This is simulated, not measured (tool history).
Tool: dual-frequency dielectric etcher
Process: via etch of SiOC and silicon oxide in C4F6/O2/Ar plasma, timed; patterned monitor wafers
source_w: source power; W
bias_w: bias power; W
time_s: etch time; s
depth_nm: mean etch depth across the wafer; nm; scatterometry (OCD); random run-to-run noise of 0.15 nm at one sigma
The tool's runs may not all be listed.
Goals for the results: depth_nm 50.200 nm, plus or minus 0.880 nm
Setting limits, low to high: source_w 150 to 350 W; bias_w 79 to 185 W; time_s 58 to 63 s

{"run": 1, "hour": 0.0, "source_w": 250, "bias_w": 132, "time_s": 63, "depth_nm": 54.459}
{"run": 2, "hour": 5.3, "source_w": 250, "bias_w": 132, "time_s": 63, "depth_nm": 54.671}
{"run": 3, "hour": 11.5, "source_w": 230, "bias_w": 132, "time_s": 63, "depth_nm": 53.229}
{"run": 4, "hour": 13.0, "source_w": 220, "bias_w": 131, "time_s": 63, "depth_nm": 52.175}
{"run": 5, "hour": 18.3, "source_w": 240, "bias_w": 131, "time_s": 63, "depth_nm": 53.59}
{"run": 6, "hour": 23.0, "source_w": 240, "bias_w": 151, "time_s": 63, "depth_nm": 54.986}
{"run": 7, "hour": 28.9, "source_w": 230, "bias_w": 149, "time_s": 63, "depth_nm": 54.285}
{"run": 8, "hour": 34.8, "source_w": 220, "bias_w": 147, "time_s": 63, "depth_nm": 53.358}

Next run, 4 choices. One meets every target within its allowed miss, the rest don't. Which?
{"run": "A", "hour": 40.7, "source_w": 200, "bias_w": 155, "time_s": 58, "depth_nm": "?"}
{"run": "B", "hour": 40.7, "source_w": 210, "bias_w": 149, "time_s": 58, "depth_nm": "?"}
{"run": "C", "hour": 40.7, "source_w": 220, "bias_w": 164, "time_s": 58, "depth_nm": "?"}
{"run": "D", "hour": 40.7, "source_w": 200, "bias_w": 157, "time_s": 62, "depth_nm": "?"}

move=A depth_nm=48.338
move=B depth_nm=48.679
move=C depth_nm=50.275
move=D depth_nm=51.799
A: the result that was furthest off in the last run now lies on the other side of its target
B: the result that was furthest off in the last run now lies on the other side of its target
C: every result within its allowed miss
D: an improvement on the last run, though not all results are within tolerance
Correct choice: C, which meets every target

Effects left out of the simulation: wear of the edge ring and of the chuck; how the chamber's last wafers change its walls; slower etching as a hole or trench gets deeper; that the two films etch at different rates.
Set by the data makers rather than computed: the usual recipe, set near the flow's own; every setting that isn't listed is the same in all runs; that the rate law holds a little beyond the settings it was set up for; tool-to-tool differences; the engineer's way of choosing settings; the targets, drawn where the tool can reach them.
